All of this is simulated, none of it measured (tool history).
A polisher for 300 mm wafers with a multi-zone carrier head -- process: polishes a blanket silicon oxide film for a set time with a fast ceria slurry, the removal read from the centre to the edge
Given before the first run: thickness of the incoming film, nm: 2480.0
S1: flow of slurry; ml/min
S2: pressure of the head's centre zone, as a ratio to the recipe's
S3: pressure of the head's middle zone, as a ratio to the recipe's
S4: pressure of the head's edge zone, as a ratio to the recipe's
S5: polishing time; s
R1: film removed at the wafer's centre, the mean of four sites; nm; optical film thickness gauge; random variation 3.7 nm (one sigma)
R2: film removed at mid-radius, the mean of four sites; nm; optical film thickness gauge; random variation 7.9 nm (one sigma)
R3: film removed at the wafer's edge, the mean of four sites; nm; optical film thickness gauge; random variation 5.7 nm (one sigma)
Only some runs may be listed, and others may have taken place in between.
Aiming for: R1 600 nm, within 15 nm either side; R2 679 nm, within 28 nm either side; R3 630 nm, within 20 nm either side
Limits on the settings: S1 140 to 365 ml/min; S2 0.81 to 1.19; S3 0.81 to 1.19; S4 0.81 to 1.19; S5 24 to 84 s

run	hour	S1	S2	S3	S4	S5	R1	R2	R3
1	0	235	1	1	1	54	740.6	744.06	743.7
2	3.8	230	0.98	1	0.97	53	705.4	740.27	706.71
3	8.9	230	0.98	0.93	0.97	53	708.07	695.31	716.71
4	16.8	230	1.06	0.93	0.97	53	761.86	700.6	708.61
5	19.7	230	1.06	0.93	0.97	65	937.24	863.84	873.48
6	26.5	225	1.03	0.93	0.95	62	871.55	799.97	835.11
7	27.4	230	1.01	0.95	0.94	59	808.93	795.9	792.29
8	34.3	225	0.99	0.96	0.93	57	770.92	763.81	741.87
9	41.7	215	0.96	0.96	0.92	56	718.61	750.68	725.08
10	46.7	205	0.95	0.95	0.9	55	701.19	716.27	697.01
11	48.6	195	0.93	0.95	0.89	55	677.88	717.22	702.4
12	51.8	195	0.92	0.95	0.88	54	658.49	694.91	675.65
13	58.8	165	0.84	0.97	0.81	53	566.9	682.3	625.1
14	63.7	205	0.89	0.96	0.83	52	616.02	694.47	641.34

5 next moves are on the table. One of them brings every result within its allowed miss. Which?
A	68.6	245	0.88	0.97	0.84	50	?	?	?
B	68.6	160	0.98	0.95	0.81	51	?	?	?
C	68.6	185	0.97	1.07	0.81	49	?	?	?
D	68.6	250	0.96	0.93	0.84	49	?	?	?
E	68.6	180	0.95	1.07	0.81	51	?	?	?

move	R1	R2	R3
A	608.9	682.56	633.72
B	640.33	639.48	605.13
C	628.48	688.69	592.4
D	652.98	650.44	622.52
E	637.1	713.4	614.38
A: hits every target within its allowed miss
B: further off than the last run
C: further off than the last run
D: further off than the last run
E: further off than the last run
A is the move that brings every result within its allowed miss.
